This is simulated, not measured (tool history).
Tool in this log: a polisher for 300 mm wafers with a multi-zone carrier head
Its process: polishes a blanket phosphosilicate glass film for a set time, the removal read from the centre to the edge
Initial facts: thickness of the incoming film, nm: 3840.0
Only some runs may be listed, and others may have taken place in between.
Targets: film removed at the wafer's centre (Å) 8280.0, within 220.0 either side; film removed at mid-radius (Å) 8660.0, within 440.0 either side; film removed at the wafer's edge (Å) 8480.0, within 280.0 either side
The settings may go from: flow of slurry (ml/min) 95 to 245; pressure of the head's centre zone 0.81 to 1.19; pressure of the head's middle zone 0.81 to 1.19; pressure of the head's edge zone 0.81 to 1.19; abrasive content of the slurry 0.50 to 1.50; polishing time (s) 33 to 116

run	day	flow of slurry (ml/min)	pressure of the head's centre zone	pressure of the head's middle zone	pressure of the head's edge zone	abrasive content of the slurry	polishing time (s)	film removed at the wafer's centre (Å)	film removed at mid-radius (Å)	film removed at the wafer's edge (Å)
1	0.000	155	1.00	1.00	1.00	1.00	74	6240.6	6330.2	6164.6
2	0.042	155	1.00	1.09	1.00	1.00	74	6350.5	6903.3	6238.3
3	0.375	160	1.01	1.09	1.03	1.05	74	6609.2	6937.5	6518.3
4	0.675	170	1.01	1.11	1.05	1.10	74	6755.1	7493.3	6730.7
5	1.042	190	1.01	1.11	1.05	1.10	74	6982.0	7383.9	6884.2
6	1.400	190	1.01	1.07	1.05	1.10	74	6962.9	7261.3	6886.4
7	1.612	195	1.01	1.07	1.07	1.15	74	7095.6	7445.5	7142.1
8	1.717	225	1.06	1.11	1.17	1.40	74	8335.4	8459.4	8163.1

Next run, 5 choices. One meets every target within its allowed miss, the rest don't. Which?
A	1.821	210	1.05	1.03	1.16	1.25	78	?	?	?
B	1.821	220	1.05	0.97	1.19	1.45	75	?	?	?
C	1.821	200	0.98	1.04	1.08	1.40	81	?	?	?
D	1.821	170	1.05	1.17	1.11	1.30	78	?	?	?
E	1.821	220	0.99	0.98	1.19	1.40	76	?	?	?

move	film removed at the wafer's centre (Å)	film removed at mid-radius (Å)	film removed at the wafer's edge (Å)
A	8201.0	7950.9	8208.6
B	8438.2	7774.1	8549.6
C	8261.2	8667.1	8567.7
D	8032.1	8711.3	7939.2
E	7949.0	7839.9	8544.1
A: brings the result that was furthest off to its target, and leaves another outside
B: brings the result that was furthest off to its target, and leaves another outside
C: every result within its allowed miss
D: the biggest miss grows against the last run
E: brings the result that was furthest off to its target, and leaves another outside
Answer: C

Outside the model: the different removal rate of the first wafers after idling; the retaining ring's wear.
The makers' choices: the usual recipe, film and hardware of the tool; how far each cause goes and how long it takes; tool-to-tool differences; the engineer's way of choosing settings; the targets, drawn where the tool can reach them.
